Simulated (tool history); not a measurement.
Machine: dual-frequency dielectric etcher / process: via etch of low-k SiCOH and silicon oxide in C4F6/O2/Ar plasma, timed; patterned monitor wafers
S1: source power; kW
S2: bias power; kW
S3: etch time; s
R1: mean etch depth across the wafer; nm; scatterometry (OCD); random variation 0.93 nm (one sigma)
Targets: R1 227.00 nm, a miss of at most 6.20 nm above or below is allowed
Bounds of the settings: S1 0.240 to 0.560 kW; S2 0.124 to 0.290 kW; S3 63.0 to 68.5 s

{"run": 1, "hour": 0.0, "S1": 0.4, "S2": 0.207, "S3": 68.5, "R1": 199.45}
{"run": 2, "hour": 8.9, "S1": 0.4, "S2": 0.207, "S3": 68.5, "R1": 197.61}
{"run": 3, "hour": 17.7, "S1": 0.42, "S2": 0.212, "S3": 68.5, "R1": 201.89}
{"run": 4, "hour": 24.7, "S1": 0.42, "S2": 0.226, "S3": 68.5, "R1": 209.28}
{"run": 5, "hour": 25.5, "S1": 0.42, "S2": 0.226, "S3": 63.0, "R1": 192.86}
{"run": 6, "hour": 30.0, "S1": 0.42, "S2": 0.226, "S3": 68.5, "R1": 208.52}
{"run": 7, "hour": 37.6, "S1": 0.43, "S2": 0.229, "S3": 68.5, "R1": 211.21}
{"run": 8, "hour": 38.1, "S1": 0.44, "S2": 0.232, "S3": 68.5, "R1": 213.76}
{"run": 9, "hour": 40.5, "S1": 0.45, "S2": 0.234, "S3": 68.5, "R1": 216.12}
{"run": 10, "hour": 46.7, "S1": 0.46, "S2": 0.236, "S3": 68.5, "R1": 216.68}

Of the 4 settings listed for the next run, only one would bring every result within its allowed miss of target. Which one?
{"run": "A", "hour": 52.9, "S1": 0.47, "S2": 0.223, "S3": 65.0, "R1": "?"}
{"run": "B", "hour": 52.9, "S1": 0.52, "S2": 0.219, "S3": 63.0, "R1": "?"}
{"run": "C", "hour": 52.9, "S1": 0.49, "S2": 0.194, "S3": 68.5, "R1": "?"}
{"run": "D", "hour": 52.9, "S1": 0.47, "S2": 0.25, "S3": 68.5, "R1": "?"}

move=A R1=202.75
move=B R1=199.79
move=C R1=200.96
move=D R1=226.25
A: moves away from the targets compared with the last run
B: moves away from the targets compared with the last run
C: moves away from the targets compared with the last run
D: in spec on every target
Move D is the one to make.
